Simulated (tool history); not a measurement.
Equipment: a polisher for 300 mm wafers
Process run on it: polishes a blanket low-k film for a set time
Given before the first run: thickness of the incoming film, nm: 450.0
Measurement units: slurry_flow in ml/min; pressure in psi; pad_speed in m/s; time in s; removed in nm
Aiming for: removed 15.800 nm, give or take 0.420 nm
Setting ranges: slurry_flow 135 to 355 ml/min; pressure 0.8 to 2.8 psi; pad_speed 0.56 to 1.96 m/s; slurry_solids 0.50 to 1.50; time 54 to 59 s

run	hour	slurry_flow	pressure	pad_speed	slurry_solids	time	removed
1	0.0	225	1.8	1.26	1.00	59	23.939
2	8.0	220	1.6	1.26	1.00	59	21.089
3	14.9	220	1.6	1.26	1.00	59	21.026
4	20.6	215	1.5	1.26	1.00	59	20.126
5	23.4	180	1.5	1.26	1.00	59	19.511
6	31.8	180	1.5	1.26	0.80	59	17.766
7	33.3	175	1.4	1.26	0.80	59	16.534
8	41.6	170	1.4	1.26	0.80	59	16.445
9	47.2	165	1.4	1.26	0.80	59	16.252

Consider the 4 candidate settings below. Which is the only one whose results all fall within their allowed miss of target?
A	52.8	185	1.4	1.34	0.95	54	?
B	52.8	170	1.3	1.46	0.80	55	?
C	52.8	220	1.5	1.30	0.80	54	?
D	52.8	185	1.2	1.40	1.00	58	?

move	removed
A	17.060
B	15.673
C	16.641
D	16.727
A: moves away from the targets compared with the last run
B: meets every target
C: moves away from the targets compared with the last run
D: moves away from the targets compared with the last run
Correct choice: B, which meets every target

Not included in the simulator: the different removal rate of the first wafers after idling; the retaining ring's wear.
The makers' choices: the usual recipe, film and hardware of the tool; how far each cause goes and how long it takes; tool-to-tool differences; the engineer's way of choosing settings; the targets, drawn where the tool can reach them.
